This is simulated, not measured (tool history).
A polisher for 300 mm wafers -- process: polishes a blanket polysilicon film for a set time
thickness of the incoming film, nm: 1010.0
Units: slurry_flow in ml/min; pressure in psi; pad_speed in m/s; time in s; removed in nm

{"run": 1, "hour": 0.0, "slurry_flow": 285, "pressure": 2.8, "pad_speed": 1.04, "time": 54, "removed": 415.89}
{"run": 2, "hour": 3.6, "slurry_flow": 285, "pressure": 2.5, "pad_speed": 1.04, "time": 54, "removed": 379.74}
{"run": 3, "hour": 10.3, "slurry_flow": 285, "pressure": 2.5, "pad_speed": 1.04, "time": 54, "removed": 381.22}
{"run": 4, "hour": 12.8, "slurry_flow": 285, "pressure": 3.1, "pad_speed": 1.04, "time": 54, "removed": 451.79}
{"run": 5, "hour": 17.9, "slurry_flow": 285, "pressure": 2.7, "pad_speed": 1.02, "time": 54, "removed": 396.04}
{"run": 6, "hour": 24.6, "slurry_flow": 285, "pressure": 2.4, "pad_speed": 1, "time": 54, "removed": 357.91}

Forecast run 7:
{"run": 7, "hour": 27.6, "slurry_flow": 285, "pressure": 2.2, "pad_speed": 0.98, "time": 54, "removed": "?"}

{"run 7": {"removed": 323}}
